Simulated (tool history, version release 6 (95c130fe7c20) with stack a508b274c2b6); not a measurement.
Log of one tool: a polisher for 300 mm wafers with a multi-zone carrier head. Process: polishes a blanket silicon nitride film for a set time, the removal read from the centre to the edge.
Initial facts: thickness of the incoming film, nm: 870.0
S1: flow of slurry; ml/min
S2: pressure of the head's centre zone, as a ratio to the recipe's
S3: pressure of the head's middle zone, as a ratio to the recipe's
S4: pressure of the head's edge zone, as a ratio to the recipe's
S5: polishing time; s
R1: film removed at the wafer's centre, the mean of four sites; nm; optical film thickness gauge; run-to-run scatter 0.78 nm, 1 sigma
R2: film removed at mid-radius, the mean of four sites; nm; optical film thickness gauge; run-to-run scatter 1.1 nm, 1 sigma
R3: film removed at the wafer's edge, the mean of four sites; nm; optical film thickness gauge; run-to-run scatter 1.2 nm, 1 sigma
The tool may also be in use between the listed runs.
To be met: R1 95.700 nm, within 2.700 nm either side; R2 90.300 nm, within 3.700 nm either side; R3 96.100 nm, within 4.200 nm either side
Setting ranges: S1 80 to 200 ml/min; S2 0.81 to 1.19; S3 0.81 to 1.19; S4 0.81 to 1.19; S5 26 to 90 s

run,hour,S1,S2,S3,S4,S5,R1,R2,R3
1,0.0,130,1.00,1.00,1.00,58,77.616,77.186,79.113
2,7.9,130,1.00,1.00,0.93,58,78.430,77.443,76.094
3,13.2,140,1.01,1.00,0.96,59,82.984,80.911,76.282
4,18.8,140,1.02,1.00,0.99,61,86.555,83.324,81.794
5,22.2,140,1.02,1.00,1.02,62,88.363,84.665,83.635
6,29.4,140,1.02,1.07,1.02,62,87.908,89.435,84.475
7,30.9,140,1.02,1.06,1.04,63,89.392,88.550,88.424
8,39.2,140,1.02,1.06,1.06,63,88.899,89.701,87.539
9,41.6,140,1.02,1.05,1.08,64,89.519,90.408,89.084
10,49.3,140,1.03,1.04,1.10,65,92.679,90.971,90.558

Pick the move, out of 4, that brings all results within their allowed miss; only one does.
A,57.0,165,1.06,1.10,1.01,59,?,?,?
B,57.0,190,1.09,1.11,1.02,58,?,?,?
C,57.0,95,1.08,1.18,1.16,70,?,?,?
D,57.0,120,1.05,1.02,1.16,69,?,?,?

move,R1,R2,R3
A,89.745,90.337,82.149
B,93.225,91.672,82.592
C,92.351,98.713,94.480
D,95.918,92.267,97.998
A: misses by more than the last run did
B: misses by more than the last run did
C: the furthest-off result lands on target, but another misses its tolerance
D: each result inside its tolerance
Correct choice: D, which meets every target
